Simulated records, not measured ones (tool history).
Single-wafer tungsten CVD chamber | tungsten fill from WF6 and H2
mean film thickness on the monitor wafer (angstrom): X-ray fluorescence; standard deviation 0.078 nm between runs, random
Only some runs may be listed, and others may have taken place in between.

run  hour  heater temperature setpoint (K)  chamber pressure (Torr)  deposition time (s)  mean film thickness on the monitor wafer (angstrom)
  1   0.0                           653.15                     42.4                 22.5                                               459.14
  2   4.8                           649.15                     42.3                 22.5                                               415.92
  3  10.3                           646.15                     42.3                 22.5                                               386.08
  4  13.4                           646.15                     48.1                 22.5                                               408.26
  5  15.5                           646.15                     48.1                 22.5                                               408.02
  6  18.8                           652.15                     48.1                 22.5                                               473.55
  7  21.0                           648.15                     48.0                 22.5                                               429.88
  8  23.9                           645.15                     47.9                 22.5                                               399.81

The next listed run, before its measurement:
  9  27.6                           643.15                     47.9                 22.5                                                    ?

mean film thickness on the monitor wafer (angstrom): 382.02
